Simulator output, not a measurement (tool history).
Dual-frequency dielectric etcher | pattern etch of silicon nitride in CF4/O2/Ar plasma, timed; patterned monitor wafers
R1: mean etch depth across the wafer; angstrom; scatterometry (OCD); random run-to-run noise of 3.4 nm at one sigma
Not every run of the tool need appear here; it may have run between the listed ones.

Run 1, day 0.000: source power (kW) 0.660, bias power (kW) 0.049, Ar flow (sccm) 77, CF4 flow (sccm) 96, etch time (s) 312. Result: R1 7669.4 angstrom.
Run 2, day 0.125: source power (kW) 0.710, bias power (kW) 0.049, Ar flow (sccm) 77, CF4 flow (sccm) 96, etch time (s) 312. Result: R1 7982.9 angstrom.
Run 3, day 0.483: source power (kW) 0.680, bias power (kW) 0.049, Ar flow (sccm) 77, CF4 flow (sccm) 96, etch time (s) 312. Result: R1 7792.3 angstrom.
Run 4, day 0.679: source power (kW) 0.650, bias power (kW) 0.049, Ar flow (sccm) 77, CF4 flow (sccm) 96, etch time (s) 312. Result: R1 7624.0 angstrom.
Run 5, day 0.900: source power (kW) 0.560, bias power (kW) 0.049, Ar flow (sccm) 77, CF4 flow (sccm) 96, etch time (s) 312. Result: R1 7136.8 angstrom.
Run 6, day 1.271: source power (kW) 0.560, bias power (kW) 0.049, Ar flow (sccm) 77, CF4 flow (sccm) 110, etch time (s) 312. Result: R1 7113.9 angstrom.
Run 7, day 1.496: source power (kW) 0.550, bias power (kW) 0.049, Ar flow (sccm) 77, CF4 flow (sccm) 110, etch time (s) 312. Result: R1 7117.1 angstrom.

Estimate the outcome of run 8 from the log above:
Run 8, day 1.738: source power (kW) 0.540, bias power (kW) 0.049, Ar flow (sccm) 77, CF4 flow (sccm) 110, etch time (s) 312. Result: R1 ?.

R1: 7057.6 angstrom

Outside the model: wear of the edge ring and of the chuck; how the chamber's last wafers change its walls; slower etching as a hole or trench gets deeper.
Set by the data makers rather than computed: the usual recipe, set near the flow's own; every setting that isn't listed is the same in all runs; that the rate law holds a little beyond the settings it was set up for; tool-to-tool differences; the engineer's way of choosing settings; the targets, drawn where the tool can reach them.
